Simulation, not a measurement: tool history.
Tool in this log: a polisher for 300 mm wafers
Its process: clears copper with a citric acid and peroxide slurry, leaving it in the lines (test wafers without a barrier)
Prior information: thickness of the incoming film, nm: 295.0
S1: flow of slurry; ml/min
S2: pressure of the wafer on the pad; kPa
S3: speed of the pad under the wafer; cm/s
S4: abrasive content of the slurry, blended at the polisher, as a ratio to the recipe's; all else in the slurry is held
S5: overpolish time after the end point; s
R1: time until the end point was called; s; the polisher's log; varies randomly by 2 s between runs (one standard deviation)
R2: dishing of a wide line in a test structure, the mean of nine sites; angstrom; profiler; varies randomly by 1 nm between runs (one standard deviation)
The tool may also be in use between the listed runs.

run 1 hour=0.0 | S1=150 S2=23.4 S3=88 S4=1.00 S5=30 | R1=150.33 R2=308.89
run 2 hour=3.1 | S1=150 S2=23.4 S3=88 S4=1.15 S5=30 | R1=147.89 R2=317.38
run 3 hour=6.7 | S1=130 S2=23.4 S3=88 S4=1.15 S5=30 | R1=149.85 R2=311.03
run 4 hour=7.8 | S1=130 S2=23.4 S3=88 S4=1.15 S5=18 | R1=147.53 R2=211.91
run 5 hour=11.9 | S1=130 S2=23.4 S3=88 S4=1.35 S5=18 | R1=145.52 R2=213.50
run 6 hour=18.8 | S1=130 S2=25.5 S3=88 S4=1.35 S5=21 | R1=133.31 R2=271.45

The next listed run, before its measurement:
run 7 hour=23.9 | S1=130 S2=26.9 S3=88 S4=1.35 S5=22 | R1=? R2=?

R1: 126.20 s
R2: 266.98 angstrom
